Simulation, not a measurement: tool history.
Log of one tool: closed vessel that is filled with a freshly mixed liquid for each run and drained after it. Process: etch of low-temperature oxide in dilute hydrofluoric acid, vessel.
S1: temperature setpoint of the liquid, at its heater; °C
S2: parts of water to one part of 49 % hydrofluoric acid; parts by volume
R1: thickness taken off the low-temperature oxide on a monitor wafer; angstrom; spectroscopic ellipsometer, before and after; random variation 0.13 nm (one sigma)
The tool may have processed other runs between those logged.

run 1 hour=0 | S1=22 S2=95 time_in_the_liquid_(s)=100 | R1=157.78
run 2 hour=4.8 | S1=23.5 S2=90 time_in_the_liquid_(s)=100 | R1=178.86
run 3 hour=8 | S1=23.5 S2=90 time_in_the_liquid_(s)=60 | R1=107.04
run 4 hour=9.3 | S1=22.5 S2=75 time_in_the_liquid_(s)=65 | R1=136.78
run 5 hour=16.4 | S1=24 S2=65 time_in_the_liquid_(s)=70 | R1=183.23
run 6 hour=24.1 | S1=24 S2=100 time_in_the_liquid_(s)=70 | R1=112.97
run 7 hour=33.5 | S1=24 S2=85 time_in_the_liquid_(s)=75 | R1=146.35
run 8 hour=40.8 | S1=25 S2=75 time_in_the_liquid_(s)=75 | R1=174.29
run 9 hour=47.7 | S1=26 S2=70 time_in_the_liquid_(s)=75 | R1=195.72
run 10 hour=56.5 | S1=30 S2=35 time_in_the_liquid_(s)=75 | R1=483.57
run 11 hour=58.8 | S1=29 S2=35 time_in_the_liquid_(s)=75 | R1=465.87
run 12 hour=64.8 | S1=29 S2=35 time_in_the_liquid_(s)=75 | R1=462
run 13 hour=70.3 | S1=28 S2=35 time_in_the_liquid_(s)=75 | R1=442.78
run 14 hour=71.5 | S1=24 S2=35 time_in_the_liquid_(s)=75 | R1=379.52

Run 15 comes next. What will it give?
run 15 hour=75.9 | S1=23.5 S2=35 time_in_the_liquid_(s)=75 | R1=?

R1: 370.66 angstrom
